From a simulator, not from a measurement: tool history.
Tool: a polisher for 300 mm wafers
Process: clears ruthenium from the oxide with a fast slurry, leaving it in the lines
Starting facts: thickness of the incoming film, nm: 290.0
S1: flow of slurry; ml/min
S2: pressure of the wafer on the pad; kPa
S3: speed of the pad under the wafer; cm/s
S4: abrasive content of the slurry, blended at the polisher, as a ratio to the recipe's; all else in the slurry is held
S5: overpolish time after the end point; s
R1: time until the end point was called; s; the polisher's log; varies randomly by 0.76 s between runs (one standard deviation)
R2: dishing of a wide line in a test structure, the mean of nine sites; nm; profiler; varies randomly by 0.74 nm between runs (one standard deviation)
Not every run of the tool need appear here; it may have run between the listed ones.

{"run": 1, "hour": 0.0, "S1": 190, "S2": 22.1, "S3": 78, "S4": 1, "S5": 18, "R1": 75.52, "R2": 56.202}
{"run": 2, "hour": 8.8, "S1": 190, "S2": 22.1, "S3": 78, "S4": 1, "S5": 16, "R1": 74.282, "R2": 49.367}
{"run": 3, "hour": 13.3, "S1": 190, "S2": 22.1, "S3": 78, "S4": 1, "S5": 21, "R1": 75.879, "R2": 64.545}
{"run": 4, "hour": 16.0, "S1": 190, "S2": 21.4, "S3": 78, "S4": 1, "S5": 18, "R1": 78.074, "R2": 54.331}
{"run": 5, "hour": 24.4, "S1": 190, "S2": 26.2, "S3": 78, "S4": 1, "S5": 18, "R1": 63.35, "R2": 62.997}
{"run": 6, "hour": 27.6, "S1": 190, "S2": 24.1, "S3": 78, "S4": 1, "S5": 18, "R1": 69.747, "R2": 58.841}
{"run": 7, "hour": 32.1, "S1": 190, "S2": 23.4, "S3": 78, "S4": 1, "S5": 16, "R1": 72.627, "R2": 53.288}
{"run": 8, "hour": 38.8, "S1": 190, "S2": 22.8, "S3": 78, "S4": 1, "S5": 14, "R1": 72.405, "R2": 46.477}
{"run": 9, "hour": 44.8, "S1": 185, "S2": 22.1, "S3": 78, "S4": 1, "S5": 14, "R1": 76.947, "R2": 44.725}
{"hour": 47.7, "done": "worn pad replaced by a new one"}
{"run": 10, "hour": 47.7, "S1": 185, "S2": 22.1, "S3": 78, "S4": 1, "S5": 13, "R1": 65.454, "R2": 45.874}
{"run": 11, "hour": 49.4, "S1": 205, "S2": 21.4, "S3": 78, "S4": 1, "S5": 13, "R1": 67.055, "R2": 46.711}
{"run": 12, "hour": 54.0, "S1": 195, "S2": 21.4, "S3": 78, "S4": 1, "S5": 13, "R1": 67.815, "R2": 46.785}
{"run": 13, "hour": 59.9, "S1": 185, "S2": 21.4, "S3": 78, "S4": 1, "S5": 13, "R1": 67.927, "R2": 43.854}

Run 14, settings as shown, results not yet in. Your forecast:
{"run": 14, "hour": 65.6, "S1": 185, "S2": 20, "S3": 78, "S4": 1, "S5": 13, "R1": "?", "R2": "?"}

Run 14 yielded R1 73.707 s, R2 42.792 nm.
